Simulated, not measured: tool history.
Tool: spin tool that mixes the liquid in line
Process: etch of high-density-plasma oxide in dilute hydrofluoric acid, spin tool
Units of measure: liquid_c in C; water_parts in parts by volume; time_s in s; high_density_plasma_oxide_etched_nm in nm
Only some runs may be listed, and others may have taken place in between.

| run | day | liquid_c | water_parts | time_s | high_density_plasma_oxide_etched_nm |
|---|---|---|---|---|---|
| 1 | 0 | 23 | 185 | 270 | 8.3875 |
| 2 | 0.25 | 24.5 | 180 | 270 | 9.1158 |
| 3 | 0.488 | 24.5 | 180 | 270 | 9.195 |
| 4 | 0.688 | 26 | 175 | 270 | 9.9427 |
| 5 | 1.021 | 27 | 170 | 270 | 10.75 |
| 6 | 1.067 | 27 | 195 | 270 | 8.9957 |

Run 7 has not been measured yet. What should we expect?
| 7 | 1.35 | 31 | 150 | 270 | ? |

{"run 7": {"high_density_plasma_oxide_etched_nm": 14.352}}
